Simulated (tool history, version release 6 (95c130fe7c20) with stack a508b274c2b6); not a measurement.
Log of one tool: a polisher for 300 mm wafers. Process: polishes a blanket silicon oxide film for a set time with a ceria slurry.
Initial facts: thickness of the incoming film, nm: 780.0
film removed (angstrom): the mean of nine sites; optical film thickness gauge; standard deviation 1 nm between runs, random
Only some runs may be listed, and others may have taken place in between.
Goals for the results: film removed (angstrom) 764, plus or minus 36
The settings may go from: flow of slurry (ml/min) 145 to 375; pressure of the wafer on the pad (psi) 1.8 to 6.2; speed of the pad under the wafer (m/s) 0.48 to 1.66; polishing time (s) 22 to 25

run  hour  flow of slurry (ml/min)  pressure of the wafer on the pad (psi)  speed of the pad under the wafer (m/s)  polishing time (s)  film removed (angstrom)
  1     0                      240                                       4                                    1.06                  25                     1499
  2   5.6                      240                                     3.8                                    1.04                  25                   1405.3
  3   6.2                      240                                     3.6                                    1.02                  25                   1298.1
  4  14.2                      240                                     3.4                                    1.02                  25                   1246.8
  5  18.9                      240                                     3.8                                    1.02                  25                   1401.5
  6  27.6                      240                                     3.6                                    1.02                  25                   1310.5
  7    34                      240                                     3.4                                       1                  25                   1241.8
  8  40.1                      240                                     3.2                                    0.98                  25                   1161.5
  9  42.6                      240                                     2.1                                    0.88                  25                   708.63
 10  49.4                      240                                     2.2                                    0.88                  25                   731.57

Which of these 4 next moves meets every target?
  A  56.2                      260                                       2                                    0.86                  25                        ?
  B  56.2                      265                                     2.1                                       1                  24                        ?
  C  56.2                      165                                     2.3                                    0.96                  22                        ?
  D  56.2                      240                                       2                                    0.92                  25                        ?

move  film removed (angstrom)
   A                   667.16
   B                      763
   C                   710.64
   D                   702.06
A: moves away from the targets compared with the last run
B: all results land within tolerance of their targets
C: moves away from the targets compared with the last run
D: moves away from the targets compared with the last run
So the answer is move B, the one that meets all the targets.
